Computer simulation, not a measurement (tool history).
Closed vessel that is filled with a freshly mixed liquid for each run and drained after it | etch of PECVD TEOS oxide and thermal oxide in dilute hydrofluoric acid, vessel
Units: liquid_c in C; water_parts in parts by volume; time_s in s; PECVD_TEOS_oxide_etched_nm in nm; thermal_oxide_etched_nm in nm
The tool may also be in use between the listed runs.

{"run": 1, "hour": 0.0, "liquid_c": 22, "water_parts": 140, "time_s": 140, "PECVD_TEOS_oxide_etched_nm": 8.2414, "thermal_oxide_etched_nm": 3.8721}
{"run": 2, "hour": 4.1, "liquid_c": 22, "water_parts": 185, "time_s": 140, "PECVD_TEOS_oxide_etched_nm": 5.9639, "thermal_oxide_etched_nm": 2.8138}
{"run": 3, "hour": 6.8, "liquid_c": 24, "water_parts": 185, "time_s": 140, "PECVD_TEOS_oxide_etched_nm": 6.392, "thermal_oxide_etched_nm": 3.0346}
{"run": 4, "hour": 11.2, "liquid_c": 23, "water_parts": 195, "time_s": 125, "PECVD_TEOS_oxide_etched_nm": 5.0741, "thermal_oxide_etched_nm": 2.4651}
{"run": 5, "hour": 16.5, "liquid_c": 19.5, "water_parts": 195, "time_s": 125, "PECVD_TEOS_oxide_etched_nm": 4.4446, "thermal_oxide_etched_nm": 2.1307}
{"run": 6, "hour": 25.2, "liquid_c": 19, "water_parts": 200, "time_s": 115, "PECVD_TEOS_oxide_etched_nm": 3.9516, "thermal_oxide_etched_nm": 1.8664}
{"run": 7, "hour": 33.5, "liquid_c": 19, "water_parts": 205, "time_s": 105, "PECVD_TEOS_oxide_etched_nm": 3.4834, "thermal_oxide_etched_nm": 1.6527}
{"run": 8, "hour": 38.8, "liquid_c": 19, "water_parts": 210, "time_s": 95, "PECVD_TEOS_oxide_etched_nm": 3.0495, "thermal_oxide_etched_nm": 1.4623}

Run 9 comes next. What will it give?
{"run": 9, "hour": 47.8, "liquid_c": 18.5, "water_parts": 215, "time_s": 90, "PECVD_TEOS_oxide_etched_nm": "?", "thermal_oxide_etched_nm": "?"}

Run 9 gave PECVD_TEOS_oxide_etched_nm 2.7934 nm, thermal_oxide_etched_nm 1.3301 nm.
